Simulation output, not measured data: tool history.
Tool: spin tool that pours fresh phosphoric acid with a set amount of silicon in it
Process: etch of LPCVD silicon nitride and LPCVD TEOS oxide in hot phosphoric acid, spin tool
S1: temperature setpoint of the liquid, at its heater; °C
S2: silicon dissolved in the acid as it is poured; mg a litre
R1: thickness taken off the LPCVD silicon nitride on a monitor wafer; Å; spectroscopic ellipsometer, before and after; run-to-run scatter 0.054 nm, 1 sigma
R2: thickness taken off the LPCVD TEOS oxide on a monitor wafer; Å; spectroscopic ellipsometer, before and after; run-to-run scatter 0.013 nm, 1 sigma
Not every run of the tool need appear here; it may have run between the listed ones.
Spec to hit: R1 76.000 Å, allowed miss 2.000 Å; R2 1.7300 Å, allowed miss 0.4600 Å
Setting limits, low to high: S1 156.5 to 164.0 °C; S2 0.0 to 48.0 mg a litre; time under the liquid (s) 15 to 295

run 1 hour=0.0 | S1=159.0 S2=21.0 time_under_the_liquid_(s)=150 | R1=103.900 R2=2.3560
run 2 hour=6.3 | S1=158.5 S2=20.5 time_under_the_liquid_(s)=140 | R1=95.740 R2=2.5237
run 3 hour=14.7 | S1=158.0 S2=22.5 time_under_the_liquid_(s)=135 | R1=90.504 R2=2.2669
run 4 hour=22.2 | S1=157.5 S2=24.0 time_under_the_liquid_(s)=130 | R1=85.409 R2=1.7831
run 5 hour=28.9 | S1=157.5 S2=23.5 time_under_the_liquid_(s)=125 | R1=81.687 R2=1.7973
run 6 hour=35.3 | S1=157.5 S2=23.5 time_under_the_liquid_(s)=70 | R1=46.223 R2=1.0892
run 7 hour=38.7 | S1=158.5 S2=24.0 time_under_the_liquid_(s)=80 | R1=54.987 R2=1.1031
-- hour=47.2 heated supply line repaired
run 8 hour=47.2 | S1=159.5 S2=22.0 time_under_the_liquid_(s)=85 | R1=63.846 R2=1.8285
run 9 hour=49.5 | S1=160.0 S2=24.5 time_under_the_liquid_(s)=85 | R1=65.209 R2=1.6796
run 10 hour=52.0 | S1=160.5 S2=26.5 time_under_the_liquid_(s)=85 | R1=65.722 R2=1.4985
run 11 hour=60.0 | S1=161.0 S2=27.0 time_under_the_liquid_(s)=85 | R1=67.180 R2=1.5693
run 12 hour=61.6 | S1=161.0 S2=27.0 time_under_the_liquid_(s)=85 | R1=67.096 R2=1.5941
run 13 hour=64.9 | S1=161.5 S2=28.0 time_under_the_liquid_(s)=85 | R1=68.331 R2=1.6431
run 14 hour=66.5 | S1=163.5 S2=34.0 time_under_the_liquid_(s)=95 | R1=82.154 R2=1.6370

Consider the 5 candidate settings below. Which is the only one whose results all fall within their allowed miss of target?
run A hour=68.1 | S1=163.5 S2=38.5 time_under_the_liquid_(s)=110 | R1=? R2=?
run B hour=68.1 | S1=162.5 S2=36.0 time_under_the_liquid_(s)=85 | R1=? R2=?
run C hour=68.1 | S1=163.0 S2=31.5 time_under_the_liquid_(s)=90 | R1=? R2=?
run D hour=68.1 | S1=164.0 S2=34.0 time_under_the_liquid_(s)=105 | R1=? R2=?
run E hour=68.1 | S1=161.5 S2=31.5 time_under_the_liquid_(s)=110 | R1=? R2=?

move=A R1=94.637 R2=1.7051
move=B R1=70.746 R2=1.4103
move=C R1=76.160 R2=1.9157
move=D R1=91.839 R2=2.1483
move=E R1=88.557 R2=2.0975
A: lands further from the targets than the last run did
B: the result that was furthest off in the last run now lies on the other side of its target
C: in spec on every target
D: lands further from the targets than the last run did
E: lands further from the targets than the last run did
Answer: C

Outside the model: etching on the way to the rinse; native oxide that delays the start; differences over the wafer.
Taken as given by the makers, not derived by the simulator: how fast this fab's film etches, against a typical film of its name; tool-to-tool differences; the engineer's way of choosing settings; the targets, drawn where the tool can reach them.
